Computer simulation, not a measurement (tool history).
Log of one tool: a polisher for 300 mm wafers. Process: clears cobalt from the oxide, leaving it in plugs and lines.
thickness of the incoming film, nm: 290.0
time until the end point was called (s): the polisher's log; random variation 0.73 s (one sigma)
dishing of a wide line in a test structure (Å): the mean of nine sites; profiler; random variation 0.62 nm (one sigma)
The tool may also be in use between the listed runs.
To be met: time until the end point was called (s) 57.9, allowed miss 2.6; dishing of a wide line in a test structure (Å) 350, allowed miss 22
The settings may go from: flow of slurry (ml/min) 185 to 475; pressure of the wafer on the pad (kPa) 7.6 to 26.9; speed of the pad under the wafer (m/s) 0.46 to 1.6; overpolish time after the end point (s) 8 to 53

run	day	flow of slurry (ml/min)	pressure of the wafer on the pad (kPa)	speed of the pad under the wafer (m/s)	overpolish time after the end point (s)	time until the end point was called (s)	dishing of a wide line in a test structure (Å)
1	0	305	17.2	1.02	27	44.203	471.85
2	0.362	305	17.2	0.82	27	54.118	462.46
3	0.508	305	17.2	0.82	25	53.406	468.37
4	0.696	295	16.5	0.84	23	53.716	443.21
5	0.833	295	12.4	0.84	23	72.218	397.69
6	1.088	285	12.4	0.86	21	71.513	406.14
7	1.388	300	12.4	0.9	20	67.063	410.83
8	1.529	290	12.4	0.94	19	65.132	381.07
9	1.633	290	12.4	0.94	18	64.363	388.29
10	1.854	285	14.5	0.94	8	55.662	266.44
11	2.088	285	14.5	0.94	9	55.134	295.97
12	2.271	285	13.1	0.94	22	61.114	423.78
13	2.504	285	13.1	0.94	21	61.501	423.59
14	2.704	290	13.1	0.94	21	61.692	413.27
15	2.821	290	13.1	0.94	20	61.91	410.55
16	2.971	290	13.1	0.94	19	61.888	401.28
17	3	290	13.8	0.92	16	58.717	382.35

Which of these 4 next moves meets every target?
A	3.029	225	11.7	1.06	14	?	?
B	3.029	230	11	1.24	13	?	?
C	3.029	350	11.7	0.96	23	?	?
D	3.029	330	11.7	1.14	18	?	?

move	time until the end point was called (s)	dishing of a wide line in a test structure (Å)
A	62.175	345.58
B	56.385	349.35
C	65.251	415.37
D	55.505	403.19
A: brings the result that was furthest off to its target, and leaves another outside
B: meets every target
C: further off than the last run
D: further off than the last run
Move B is the one to make.
